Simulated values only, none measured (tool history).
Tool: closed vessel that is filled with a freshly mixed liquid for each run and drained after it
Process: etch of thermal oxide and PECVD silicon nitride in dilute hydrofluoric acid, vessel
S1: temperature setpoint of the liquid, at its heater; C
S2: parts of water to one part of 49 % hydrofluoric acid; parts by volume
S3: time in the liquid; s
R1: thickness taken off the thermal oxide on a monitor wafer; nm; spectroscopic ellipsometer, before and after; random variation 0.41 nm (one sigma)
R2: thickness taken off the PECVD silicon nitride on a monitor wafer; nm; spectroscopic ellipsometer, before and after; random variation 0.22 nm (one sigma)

run	day	S1	S2	S3	R1	R2
1	0	25	50	180	18.294	9.8985
2	0.088	25	60	180	15.08	8.2468
3	0.112	25	80	180	10.806	6.1692
4	0.467	26.5	65	200	16.204	9.3028
5	0.842	26.5	65	240	19.701	11.209
6	1.042	27.5	55	245	24.883	14.334
7	1.3	28	45	250	32.291	18.535
8	1.533	28.5	40	250	36.943	21.533
9	1.754	28.5	35	250	42.925	24.283

Run 10 comes next. What will it give?
10	2.054	28.5	35	250	?	?

Run 10 gave R1 42.749 nm, R2 24.543 nm.

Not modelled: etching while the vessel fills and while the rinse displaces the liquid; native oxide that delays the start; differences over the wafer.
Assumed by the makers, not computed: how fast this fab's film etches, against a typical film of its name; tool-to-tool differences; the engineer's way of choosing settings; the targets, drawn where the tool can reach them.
